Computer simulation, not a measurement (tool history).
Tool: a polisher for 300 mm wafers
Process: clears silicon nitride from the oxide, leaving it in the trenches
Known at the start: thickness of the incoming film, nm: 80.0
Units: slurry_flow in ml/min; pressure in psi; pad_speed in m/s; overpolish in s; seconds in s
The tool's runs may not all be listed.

run,hour,slurry_flow,pressure,pad_speed,overpolish,seconds
1,0.0,140,1.9,1.08,7,115.26
2,8.4,140,1.7,1.08,7,130.19
3,16.8,140,1.5,1.08,7,146.27
4,19.0,140,1.4,1.08,7,155.63
5,26.7,140,1.4,1.26,7,139.36
6,30.9,140,1.4,1.26,7,140.38
7,39.0,140,1.3,1.26,7,149.25

The next listed run, before its measurement:
8,47.0,140,1.2,1.26,7,?

{"run 8": {"seconds": 162.7}}

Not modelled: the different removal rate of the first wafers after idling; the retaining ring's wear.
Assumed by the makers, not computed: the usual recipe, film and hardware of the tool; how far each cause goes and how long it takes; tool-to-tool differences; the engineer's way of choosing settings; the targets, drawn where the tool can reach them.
